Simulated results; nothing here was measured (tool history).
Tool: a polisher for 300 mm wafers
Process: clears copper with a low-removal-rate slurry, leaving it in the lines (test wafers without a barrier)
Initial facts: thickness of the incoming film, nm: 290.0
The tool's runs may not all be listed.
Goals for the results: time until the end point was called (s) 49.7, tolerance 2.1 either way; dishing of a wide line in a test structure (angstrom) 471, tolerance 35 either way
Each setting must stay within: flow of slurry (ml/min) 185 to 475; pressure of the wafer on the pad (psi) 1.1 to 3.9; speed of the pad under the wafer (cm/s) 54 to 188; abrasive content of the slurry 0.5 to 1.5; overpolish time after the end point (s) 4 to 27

run,hour,flow of slurry (ml/min),pressure of the wafer on the pad (psi),speed of the pad under the wafer (cm/s),abrasive content of the slurry,overpolish time after the end point (s),time until the end point was called (s),dishing of a wide line in a test structure (angstrom)
1,0,305,2.5,120,1,14,91.982,264.5
2,7,305,2.5,120,1,16,92.694,286.81
3,13.7,305,2.8,122,1,16,80.11,325.52
4,17.9,305,3,122,1,16,77.841,341.75
5,23.2,305,3,94,1,16,92.083,306.17
6,29.3,305,3,116,1,16,79.822,344.61
7,36.5,305,3.2,122,1,15,73.16,356.21
8,44.6,310,3.9,148,1.05,13,49.944,432.3

Which of these 4 next moves meets every target?
A,52.7,315,3.9,178,1,13,?,?
B,52.7,310,3.9,150,1.05,15,?,?
C,52.7,285,3.9,172,1.1,16,?,?
D,52.7,200,3.9,152,1.35,21,?,?

move,time until the end point was called (s),dishing of a wide line in a test structure (angstrom)
A,44.124,474.24
B,50.106,480
C,44.931,545.17
D,49.217,617.45
A: gets the furthest-off result to its target, but another result is out of tolerance
B: meets every target
C: moves the result that the last run missed by most past its target, out the other side
D: moves the result that the last run missed by most past its target, out the other side
Move B is the one to make.

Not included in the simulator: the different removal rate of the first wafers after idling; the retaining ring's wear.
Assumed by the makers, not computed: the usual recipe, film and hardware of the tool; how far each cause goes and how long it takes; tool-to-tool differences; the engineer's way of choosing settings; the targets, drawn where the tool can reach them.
